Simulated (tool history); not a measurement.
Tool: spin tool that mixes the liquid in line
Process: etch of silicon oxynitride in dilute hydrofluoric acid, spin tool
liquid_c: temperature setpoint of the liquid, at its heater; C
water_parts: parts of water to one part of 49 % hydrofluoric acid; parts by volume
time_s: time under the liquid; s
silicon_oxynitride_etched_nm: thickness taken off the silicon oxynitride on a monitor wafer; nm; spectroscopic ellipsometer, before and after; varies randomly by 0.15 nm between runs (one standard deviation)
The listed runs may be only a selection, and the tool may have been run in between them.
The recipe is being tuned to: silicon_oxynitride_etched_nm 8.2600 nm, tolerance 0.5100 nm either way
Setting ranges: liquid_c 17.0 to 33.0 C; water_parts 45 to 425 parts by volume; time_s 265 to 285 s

run,day,liquid_c,water_parts,time_s,silicon_oxynitride_etched_nm
1,0.000,25.0,235,265,3.4848
2,0.296,26.0,235,265,3.6828
3,0.562,27.0,215,265,4.3070
4,0.688,28.0,200,265,4.8118
5,0.946,28.5,185,265,5.3552
# day 1.171: thermometer replaced
6,1.171,29.0,175,265,5.5680
7,1.483,31.5,95,270,12.4680
8,1.583,30.5,100,270,10.9950

Pick the move, out of 5, that brings all results within their allowed miss; only one does.
A,1.683,29.0,145,285,?
B,1.683,30.5,130,270,?
C,1.683,29.0,140,265,?
D,1.683,28.5,105,265,?
E,1.683,31.5,155,265,?

move,silicon_oxynitride_etched_nm
A,7.5667
B,8.6625
C,7.3212
D,9.8701
E,7.2615
A: carries the result that was furthest off beyond its target, to the other side
B: all results in spec
C: carries the result that was furthest off beyond its target, to the other side
D: better than the last run, though not everything is in spec
E: carries the result that was furthest off beyond its target, to the other side
So the answer is move B, the one that meets all the targets.

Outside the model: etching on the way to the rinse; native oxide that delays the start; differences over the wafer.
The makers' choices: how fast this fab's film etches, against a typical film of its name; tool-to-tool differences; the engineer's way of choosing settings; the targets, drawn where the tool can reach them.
